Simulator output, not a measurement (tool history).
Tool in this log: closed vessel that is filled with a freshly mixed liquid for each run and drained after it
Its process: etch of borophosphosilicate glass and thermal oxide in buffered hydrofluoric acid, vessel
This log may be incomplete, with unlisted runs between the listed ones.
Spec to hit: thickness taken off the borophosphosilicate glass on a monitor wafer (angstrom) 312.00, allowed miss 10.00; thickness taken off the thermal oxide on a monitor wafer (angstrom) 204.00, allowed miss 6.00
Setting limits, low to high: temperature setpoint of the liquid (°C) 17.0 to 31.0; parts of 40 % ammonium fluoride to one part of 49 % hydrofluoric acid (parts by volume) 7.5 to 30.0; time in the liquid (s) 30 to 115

run,hour,temperature setpoint of the liquid (°C),parts of 40 % ammonium fluoride to one part of 49 % hydrofluoric acid (parts by volume),time in the liquid (s),thickness taken off the borophosphosilicate glass on a monitor wafer (angstrom),thickness taken off the thermal oxide on a monitor wafer (angstrom)
1,0.0,23.0,20.5,60,536.81,352.61
2,3.7,22.0,21.5,60,500.54,321.06
3,11.9,24.0,21.5,60,548.22,366.18
4,18.9,23.0,23.0,60,511.62,335.78
5,27.1,22.0,24.5,60,463.51,298.82
6,35.5,22.0,24.5,45,344.98,224.75
7,43.2,22.0,25.0,45,337.64,219.75
8,52.2,21.5,25.5,45,328.87,209.35

Which one of the following 4 next-run settings gets every result inside its allowed miss? There is exactly one.
A,61.2,22.0,25.5,45,?,?
B,61.2,19.0,17.5,40,?,?
C,61.2,18.0,23.5,50,?,?
D,61.2,24.0,21.0,30,?,?

move,thickness taken off the borophosphosilicate glass on a monitor wafer (angstrom),thickness taken off the thermal oxide on a monitor wafer (angstrom)
A,332.83,220.27
B,338.43,223.31
C,313.26,206.77
D,283.07,187.45
A: further off than the last run
B: further off than the last run
C: every result lands within tolerance
D: pushes the last run's worst result past its target
Correct choice: C, which meets every target
